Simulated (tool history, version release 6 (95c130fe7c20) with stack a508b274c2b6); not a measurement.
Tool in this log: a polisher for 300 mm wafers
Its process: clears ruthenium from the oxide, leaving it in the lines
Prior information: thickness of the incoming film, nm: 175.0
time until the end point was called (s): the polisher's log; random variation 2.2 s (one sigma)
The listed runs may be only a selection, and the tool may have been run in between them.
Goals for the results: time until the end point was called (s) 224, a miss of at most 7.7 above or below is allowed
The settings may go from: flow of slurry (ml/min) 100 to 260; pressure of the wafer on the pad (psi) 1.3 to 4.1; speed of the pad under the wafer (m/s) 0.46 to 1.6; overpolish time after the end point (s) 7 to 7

run	hour	flow of slurry (ml/min)	pressure of the wafer on the pad (psi)	speed of the pad under the wafer (m/s)	overpolish time after the end point (s)	time until the end point was called (s)
1	0	165	2.7	1.02	7	107.82
2	8	165	2.5	1	7	121.6
3	9.6	165	2.3	1	7	132.34
4	13.9	165	2.2	1	7	136.54
5	21.6	165	2.1	0.98	7	143.89
6	26.2	165	2.1	0.98	7	144.82
7	34	165	2	0.96	7	154.32
8	39.3	165	1.9	0.96	7	161.78
9	47	165	1.8	0.96	7	167.94
10	49.1	165	1.7	0.96	7	181.15
11	54.6	165	1.6	0.96	7	189.53
12	59.7	165	1.6	0.96	7	193.46
# hour 64.1: slurry nozzle cleaned
13	64.1	155	1.4	0.96	7	202.24

4 candidate next runs follow, results not yet known. Just one meets every target within its allowed miss. Identify it.
A	68.5	175	1.4	1.02	7	?
B	68.5	125	1.3	1.06	7	?
C	68.5	160	1.5	0.8	7	?
D	68.5	135	1.6	0.92	7	?

move	time until the end point was called (s)
A	182.15
B	200.5
C	219.01
D	185.9
A: its largest miss is bigger than the last run's
B: its largest miss is bigger than the last run's
C: each result inside its tolerance
D: its largest miss is bigger than the last run's
So the answer is move C, the one that meets all the targets.

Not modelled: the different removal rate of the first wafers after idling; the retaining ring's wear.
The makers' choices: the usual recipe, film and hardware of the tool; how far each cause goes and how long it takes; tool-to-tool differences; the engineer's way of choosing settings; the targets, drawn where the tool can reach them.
